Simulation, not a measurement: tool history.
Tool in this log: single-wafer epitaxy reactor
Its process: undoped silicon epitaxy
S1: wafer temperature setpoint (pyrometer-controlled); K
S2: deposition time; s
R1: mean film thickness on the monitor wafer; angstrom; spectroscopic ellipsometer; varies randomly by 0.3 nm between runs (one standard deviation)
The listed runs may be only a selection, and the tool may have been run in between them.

run	hour	S1	S2	R1
1	0	933.15	336	670.61
2	6	933.15	370	728.31
3	7.1	939.15	370	844.11
4	10.9	939.15	402	914.1
5	15.7	935.15	402	839.04
6	19.5	932.15	402	779.93
7	27.2	929.15	402	726.31
8	34.4	927.15	402	684.35
9	42.4	925.15	402	661.91
10	47.9	923.15	402	628.23
11	50.1	922.15	402	612.33
12	53.8	921.15	402	595.3

Forecast run 13:
13	55.6	920.15	402	?

Run 13 produced R1 576.6 angstrom.
